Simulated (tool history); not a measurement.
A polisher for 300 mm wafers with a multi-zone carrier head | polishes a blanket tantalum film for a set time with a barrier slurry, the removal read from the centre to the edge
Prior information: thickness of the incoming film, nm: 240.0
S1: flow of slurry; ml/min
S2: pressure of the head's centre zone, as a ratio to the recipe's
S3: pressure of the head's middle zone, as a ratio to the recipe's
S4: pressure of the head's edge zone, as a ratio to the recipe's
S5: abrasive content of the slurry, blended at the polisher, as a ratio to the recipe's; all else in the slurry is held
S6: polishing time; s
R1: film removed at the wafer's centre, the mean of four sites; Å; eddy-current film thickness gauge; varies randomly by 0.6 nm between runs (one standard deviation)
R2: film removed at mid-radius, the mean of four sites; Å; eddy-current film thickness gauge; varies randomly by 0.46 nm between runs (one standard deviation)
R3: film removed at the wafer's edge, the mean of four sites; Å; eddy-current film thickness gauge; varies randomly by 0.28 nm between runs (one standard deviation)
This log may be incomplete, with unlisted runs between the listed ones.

run 1 hour=0.0 | S1=150 S2=1.00 S3=1.00 S4=1.00 S5=1.00 S6=33 | R1=568.19 R2=492.42 R3=500.27
run 2 hour=8.8 | S1=140 S2=0.98 S3=0.95 S4=0.96 S5=0.90 S6=33 | R1=535.20 R2=463.47 R3=475.49
run 3 hour=14.5 | S1=140 S2=0.98 S3=0.95 S4=0.96 S5=0.90 S6=37 | R1=587.30 R2=519.19 R3=533.41
run 4 hour=23.1 | S1=135 S2=0.98 S3=0.91 S4=0.95 S5=0.80 S6=36 | R1=537.73 R2=455.05 R3=501.28
run 5 hour=31.5 | S1=130 S2=0.99 S3=0.90 S4=0.92 S5=0.70 S6=36 | R1=512.47 R2=445.86 R3=465.94
run 6 hour=36.3 | S1=150 S2=0.99 S3=0.90 S4=0.92 S5=0.70 S6=36 | R1=538.68 R2=457.34 R3=469.97

What will run 7 give?
run 7 hour=38.5 | S1=140 S2=1.00 S3=0.87 S4=0.90 S5=0.65 S6=36 | R1=? R2=? R3=?

R1: 508.63 Å
R2: 423.66 Å
R3: 448.57 Å

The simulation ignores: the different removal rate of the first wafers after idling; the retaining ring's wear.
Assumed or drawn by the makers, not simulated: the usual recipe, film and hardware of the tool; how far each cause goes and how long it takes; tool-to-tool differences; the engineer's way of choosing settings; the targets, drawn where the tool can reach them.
